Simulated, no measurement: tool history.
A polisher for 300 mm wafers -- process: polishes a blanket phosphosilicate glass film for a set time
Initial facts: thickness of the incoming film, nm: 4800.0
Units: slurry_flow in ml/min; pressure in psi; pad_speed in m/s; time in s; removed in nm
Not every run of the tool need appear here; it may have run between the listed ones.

| run | hour | slurry_flow | pressure | pad_speed | slurry_solids | time | removed |
|---|---|---|---|---|---|---|---|
| 1 | 0.0 | 265 | 3.2 | 1.28 | 1.0 | 39 | 343.96 |
| 2 | 3.0 | 265 | 3.2 | 1.28 | 1.0 | 34 | 303.36 |
| 3 | 3.7 | 265 | 2.7 | 1.26 | 1.0 | 34 | 250.92 |
| 4 | 10.6 | 265 | 2.4 | 1.26 | 1.0 | 34 | 224.33 |
| 5 | 17.6 | 265 | 2.2 | 1.26 | 1.0 | 34 | 208.62 |
| 6 | 23.6 | 265 | 2.2 | 1.26 | 1.0 | 34 | 205.94 |

Run 7 comes next. What will it give?
| 7 | 27.5 | 265 | 2.1 | 1.26 | 1.0 | 34 | ? |

removed: 198.03 nm
